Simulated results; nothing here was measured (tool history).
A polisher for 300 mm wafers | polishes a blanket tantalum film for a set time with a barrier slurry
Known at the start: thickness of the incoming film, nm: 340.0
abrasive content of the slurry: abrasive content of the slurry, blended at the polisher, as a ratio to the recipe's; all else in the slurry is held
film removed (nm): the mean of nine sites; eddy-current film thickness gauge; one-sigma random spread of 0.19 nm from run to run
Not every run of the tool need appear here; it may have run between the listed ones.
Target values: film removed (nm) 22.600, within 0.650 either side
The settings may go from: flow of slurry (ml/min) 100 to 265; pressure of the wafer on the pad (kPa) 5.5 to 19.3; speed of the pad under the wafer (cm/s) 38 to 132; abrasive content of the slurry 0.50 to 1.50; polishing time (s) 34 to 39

| run | day | flow of slurry (ml/min) | pressure of the wafer on the pad (kPa) | speed of the pad under the wafer (cm/s) | abrasive content of the slurry | polishing time (s) | film removed (nm) |
|---|---|---|---|---|---|---|---|
| 1 | 0.000 | 170 | 12.4 | 84 | 1.00 | 39 | 55.050 |
| 2 | 0.317 | 165 | 11.0 | 80 | 1.00 | 39 | 45.661 |
| 3 | 0.354 | 190 | 11.0 | 80 | 1.00 | 39 | 47.414 |
| 4 | 0.529 | 190 | 11.0 | 70 | 1.00 | 39 | 41.420 |
| 5 | 0.754 | 190 | 11.0 | 70 | 1.00 | 34 | 35.765 |
| 6 | 1.075 | 190 | 11.0 | 70 | 1.10 | 34 | 37.111 |
| 7 | 1.175 | 185 | 10.3 | 70 | 1.10 | 34 | 34.827 |
| 8 | 1.217 | 180 | 9.7 | 70 | 1.10 | 34 | 32.368 |
| 9 | 1.458 | 175 | 9.0 | 70 | 1.10 | 34 | 30.384 |
| 10 | 1.588 | 170 | 8.3 | 70 | 1.10 | 34 | 27.843 |
| 11 | 1.658 | 165 | 8.3 | 70 | 1.10 | 34 | 27.495 |
| 12 | 1.875 | 130 | 6.2 | 70 | 1.10 | 34 | 20.846 |
| 13 | 2.146 | 135 | 6.2 | 70 | 1.10 | 34 | 20.504 |
| 14 | 2.204 | 140 | 6.2 | 70 | 1.10 | 34 | 20.655 |
| 15 | 2.508 | 175 | 6.9 | 70 | 1.10 | 34 | 23.319 |
| 16 | 2.629 | 170 | 6.9 | 70 | 1.10 | 34 | 23.813 |
| 17 | 2.679 | 170 | 6.2 | 70 | 1.10 | 34 | 21.183 |
| 18 | 3.033 | 175 | 6.2 | 70 | 1.10 | 34 | 21.349 |
| 19 | 3.062 | 180 | 6.2 | 70 | 1.10 | 34 | 21.357 |
| 20 | 3.225 | 200 | 6.9 | 70 | 1.10 | 34 | 24.033 |

Exercise: of the 5 proposed moves below, exactly one satisfies all targets within the stated allowed misses. Which move is it?
| A | 3.388 | 195 | 7.6 | 60 | 1.10 | 37 | ? |
| B | 3.388 | 205 | 6.2 | 70 | 1.05 | 38 | ? |
| C | 3.388 | 265 | 7.6 | 60 | 0.85 | 38 | ? |
| D | 3.388 | 230 | 6.2 | 72 | 1.25 | 35 | ? |
| E | 3.388 | 205 | 9.0 | 46 | 1.00 | 38 | ? |

| move | film removed (nm) |
|---|---|
| A | 24.647 |
| B | 24.083 |
| C | 24.051 |
| D | 24.226 |
| E | 22.529 |
A: its largest miss is bigger than the last run's
B: no nearer and no further than the last run
C: no nearer and no further than the last run
D: its largest miss is bigger than the last run's
E: in spec on every target
The move that meets every target is E.

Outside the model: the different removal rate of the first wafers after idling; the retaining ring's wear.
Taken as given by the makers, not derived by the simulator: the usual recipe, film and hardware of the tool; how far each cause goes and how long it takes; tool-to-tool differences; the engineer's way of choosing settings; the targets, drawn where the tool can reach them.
